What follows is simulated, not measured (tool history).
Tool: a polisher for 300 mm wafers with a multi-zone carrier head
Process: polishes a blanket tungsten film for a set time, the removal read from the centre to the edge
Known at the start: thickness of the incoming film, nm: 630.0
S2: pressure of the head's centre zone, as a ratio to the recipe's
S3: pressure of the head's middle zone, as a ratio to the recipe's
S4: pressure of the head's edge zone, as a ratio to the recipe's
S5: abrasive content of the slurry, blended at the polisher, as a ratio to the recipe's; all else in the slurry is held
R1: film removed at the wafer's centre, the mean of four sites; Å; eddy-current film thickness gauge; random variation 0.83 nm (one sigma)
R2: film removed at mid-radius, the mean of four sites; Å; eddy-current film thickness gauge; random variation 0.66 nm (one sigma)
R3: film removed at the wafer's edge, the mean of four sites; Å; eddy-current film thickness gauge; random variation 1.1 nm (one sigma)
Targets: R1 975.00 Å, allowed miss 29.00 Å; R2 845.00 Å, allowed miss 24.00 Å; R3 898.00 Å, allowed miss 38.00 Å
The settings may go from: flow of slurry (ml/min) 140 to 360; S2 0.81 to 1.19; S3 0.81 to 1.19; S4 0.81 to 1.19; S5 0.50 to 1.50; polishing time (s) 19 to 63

Run 1, hour 0.0: flow of slurry (ml/min) 230, S2 1.00, S3 1.00, S4 1.00, S5 1.00, polishing time (s) 41. Result: R1 1155.70 Å, R2 1202.20 Å, R3 1146.50 Å.
Run 2, hour 6.4: flow of slurry (ml/min) 225, S2 1.00, S3 0.98, S4 0.99, S5 0.95, polishing time (s) 41. Result: R1 1142.80 Å, R2 1151.70 Å, R3 1115.60 Å.
Run 3, hour 9.6: flow of slurry (ml/min) 225, S2 1.00, S3 0.90, S4 0.99, S5 0.95, polishing time (s) 41. Result: R1 1150.50 Å, R2 1061.80 Å, R3 1150.20 Å.
Run 4, hour 12.0: flow of slurry (ml/min) 220, S2 1.00, S3 0.90, S4 0.98, S5 0.90, polishing time (s) 41. Result: R1 1117.50 Å, R2 1060.50 Å, R3 1084.90 Å.
Run 5, hour 12.6: flow of slurry (ml/min) 220, S2 1.00, S3 0.89, S4 0.98, S5 0.85, polishing time (s) 41. Result: R1 1092.70 Å, R2 1021.90 Å, R3 1091.20 Å.
Run 6, hour 15.8: flow of slurry (ml/min) 215, S2 1.00, S3 0.88, S4 0.97, S5 0.80, polishing time (s) 41. Result: R1 1059.00 Å, R2 987.99 Å, R3 1077.40 Å.
Run 7, hour 19.4: flow of slurry (ml/min) 215, S2 1.01, S3 0.88, S4 0.95, S5 0.80, polishing time (s) 41. Result: R1 1089.60 Å, R2 985.78 Å, R3 1055.40 Å.
Run 8, hour 28.1: flow of slurry (ml/min) 210, S2 1.01, S3 0.88, S4 0.94, S5 0.80, polishing time (s) 41. Result: R1 1068.90 Å, R2 985.61 Å, R3 1049.60 Å.
Run 9, hour 34.3: flow of slurry (ml/min) 195, S2 1.05, S3 0.82, S4 0.84, S5 0.55, polishing time (s) 39. Result: R1 904.31 Å, R2 758.26 Å, R3 819.35 Å.
Run 10, hour 41.6: flow of slurry (ml/min) 205, S2 1.05, S3 0.82, S4 0.85, S5 0.55, polishing time (s) 39. Result: R1 915.13 Å, R2 765.65 Å, R3 827.12 Å.
Run 11, hour 44.2: flow of slurry (ml/min) 210, S2 1.05, S3 0.82, S4 0.86, S5 0.55, polishing time (s) 39. Result: R1 927.75 Å, R2 773.68 Å, R3 848.42 Å.
Run 12, hour 46.5: flow of slurry (ml/min) 215, S2 1.05, S3 0.82, S4 0.86, S5 0.55, polishing time (s) 39. Result: R1 934.62 Å, R2 773.12 Å, R3 823.70 Å.
Run 13, hour 47.5: flow of slurry (ml/min) 215, S2 1.05, S3 0.83, S4 0.87, S5 0.55, polishing time (s) 39. Result: R1 919.43 Å, R2 777.73 Å, R3 830.39 Å.
Run 14, hour 52.2: flow of slurry (ml/min) 215, S2 1.05, S3 0.83, S4 0.88, S5 0.55, polishing time (s) 39. Result: R1 915.44 Å, R2 774.21 Å, R3 832.88 Å.

5 next moves are on the table. One of them brings every result within its allowed miss. Which?
Run A, hour 56.9: flow of slurry (ml/min) 330, S2 1.02, S3 0.82, S4 0.83, S5 0.95, polishing time (s) 33. Result: R1 ?, R2 ?, R3 ?.
Run B, hour 56.9: flow of slurry (ml/min) 195, S2 1.10, S3 0.95, S4 0.83, S5 0.65, polishing time (s) 34. Result: R1 ?, R2 ?, R3 ?.
Run C, hour 56.9: flow of slurry (ml/min) 235, S2 1.05, S3 0.83, S4 0.85, S5 0.60, polishing time (s) 33. Result: R1 ?, R2 ?, R3 ?.
Run D, hour 56.9: flow of slurry (ml/min) 300, S2 0.98, S3 0.86, S4 0.95, S5 0.55, polishing time (s) 39. Result: R1 ?, R2 ?, R3 ?.
Run E, hour 56.9: flow of slurry (ml/min) 140, S2 1.06, S3 0.82, S4 0.97, S5 0.55, polishing time (s) 42. Result: R1 ?, R2 ?, R3 ?.

move      R1      R2      R3
   A  987.38  831.87  906.59
   B  895.53  794.39  778.25
   C  829.42  688.02  755.50
   D  911.83  832.28  916.59
   E  923.21  759.96  907.82
A: meets every target
B: further off than the last run
C: further off than the last run
D: brings the result that was furthest off to its target, and leaves another outside
E: further off than the last run
Answer: A
